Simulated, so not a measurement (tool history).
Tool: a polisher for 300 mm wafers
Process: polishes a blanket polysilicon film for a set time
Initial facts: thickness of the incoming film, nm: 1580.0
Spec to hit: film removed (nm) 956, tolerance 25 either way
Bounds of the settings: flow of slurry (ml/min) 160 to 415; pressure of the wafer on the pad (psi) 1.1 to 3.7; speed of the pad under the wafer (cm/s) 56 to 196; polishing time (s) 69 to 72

run	hour	flow of slurry (ml/min)	pressure of the wafer on the pad (psi)	speed of the pad under the wafer (cm/s)	polishing time (s)	film removed (nm)
1	0	265	2.4	126	69	652.95
2	5.6	300	2.4	126	69	652.1
3	12	300	2.4	148	69	781.69
4	16.7	300	2.5	148	69	795.44
5	24.9	300	2	148	69	660.82
6	25.5	300	2.2	148	69	710.88
7	28.1	300	2.4	148	69	775.67
8	32.7	300	2.5	148	69	788.76

Which of these 5 next moves meets every target?
A	37.3	400	2.8	138	72	?
B	37.3	345	3	150	72	?
C	37.3	315	2.9	158	72	?
D	37.3	320	2.8	164	72	?
E	37.3	320	2.4	180	71	?

move	film removed (nm)
A	875.4
B	993.03
C	1005.4
D	1011.5
E	955.84
A: closes in on the targets versus the last run, not all within tolerance yet
B: carries the result that was furthest off beyond its target, to the other side
C: carries the result that was furthest off beyond its target, to the other side
D: carries the result that was furthest off beyond its target, to the other side
E: every result within its allowed miss
So the answer is move E, the one that meets all the targets.

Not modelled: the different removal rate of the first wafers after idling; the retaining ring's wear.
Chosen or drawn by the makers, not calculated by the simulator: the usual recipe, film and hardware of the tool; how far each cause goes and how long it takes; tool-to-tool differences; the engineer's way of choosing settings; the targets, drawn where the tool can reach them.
